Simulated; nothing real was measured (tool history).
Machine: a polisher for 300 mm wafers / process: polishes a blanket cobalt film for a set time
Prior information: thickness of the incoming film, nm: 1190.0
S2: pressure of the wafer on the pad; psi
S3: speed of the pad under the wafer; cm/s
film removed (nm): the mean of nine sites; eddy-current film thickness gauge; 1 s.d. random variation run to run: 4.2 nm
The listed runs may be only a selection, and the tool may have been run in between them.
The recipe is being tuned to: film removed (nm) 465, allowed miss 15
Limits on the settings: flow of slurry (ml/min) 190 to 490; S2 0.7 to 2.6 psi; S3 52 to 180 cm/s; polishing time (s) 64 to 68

{"run": 1, "hour": 0.0, "flow of slurry (ml/min)": 315, "S2": 1.6, "S3": 116, "polishing time (s)": 64, "film removed (nm)": 272.33}
{"run": 2, "hour": 4.3, "flow of slurry (ml/min)": 315, "S2": 1.8, "S3": 116, "polishing time (s)": 64, "film removed (nm)": 290.4}
{"run": 3, "hour": 6.2, "flow of slurry (ml/min)": 315, "S2": 2, "S3": 120, "polishing time (s)": 64, "film removed (nm)": 327.18}
{"run": 4, "hour": 10.8, "flow of slurry (ml/min)": 315, "S2": 2.2, "S3": 124, "polishing time (s)": 64, "film removed (nm)": 355.63}
{"run": 5, "hour": 16.6, "flow of slurry (ml/min)": 315, "S2": 2.3, "S3": 128, "polishing time (s)": 64, "film removed (nm)": 384.17}
{"run": 6, "hour": 23.0, "flow of slurry (ml/min)": 345, "S2": 2.3, "S3": 128, "polishing time (s)": 64, "film removed (nm)": 379.33}
{"run": 7, "hour": 25.9, "flow of slurry (ml/min)": 345, "S2": 2.4, "S3": 132, "polishing time (s)": 64, "film removed (nm)": 407.69}
{"run": 8, "hour": 33.8, "flow of slurry (ml/min)": 345, "S2": 2.5, "S3": 134, "polishing time (s)": 64, "film removed (nm)": 428.19}
{"run": 9, "hour": 41.4, "flow of slurry (ml/min)": 345, "S2": 2.5, "S3": 136, "polishing time (s)": 64, "film removed (nm)": 433.85}
{"run": 10, "hour": 45.4, "flow of slurry (ml/min)": 345, "S2": 2.5, "S3": 138, "polishing time (s)": 64, "film removed (nm)": 438.97}

5 candidate next runs follow, results not yet known. Just one meets every target within its allowed miss. Identify it.
{"run": "A", "hour": 49.4, "flow of slurry (ml/min)": 240, "S2": 2.6, "S3": 116, "polishing time (s)": 68, "film removed (nm)": "?"}
{"run": "B", "hour": 49.4, "flow of slurry (ml/min)": 380, "S2": 2.5, "S3": 144, "polishing time (s)": 65, "film removed (nm)": "?"}
{"run": "C", "hour": 49.4, "flow of slurry (ml/min)": 445, "S2": 2.4, "S3": 114, "polishing time (s)": 68, "film removed (nm)": "?"}
{"run": "D", "hour": 49.4, "flow of slurry (ml/min)": 335, "S2": 2.6, "S3": 128, "polishing time (s)": 67, "film removed (nm)": "?"}
{"run": "E", "hour": 49.4, "flow of slurry (ml/min)": 400, "S2": 2.6, "S3": 142, "polishing time (s)": 66, "film removed (nm)": "?"}

move=A film_removed_(nm)=398.29
move=B film_removed_(nm)=472.55
move=C film_removed_(nm)=386.97
move=D film_removed_(nm)=444.1
move=E film_removed_(nm)=489.46
A: its largest miss is bigger than the last run's
B: in spec on every target
C: its largest miss is bigger than the last run's
D: nearer than the last run, and not there yet
E: takes the result that was furthest off past its target
The move that meets every target is B.

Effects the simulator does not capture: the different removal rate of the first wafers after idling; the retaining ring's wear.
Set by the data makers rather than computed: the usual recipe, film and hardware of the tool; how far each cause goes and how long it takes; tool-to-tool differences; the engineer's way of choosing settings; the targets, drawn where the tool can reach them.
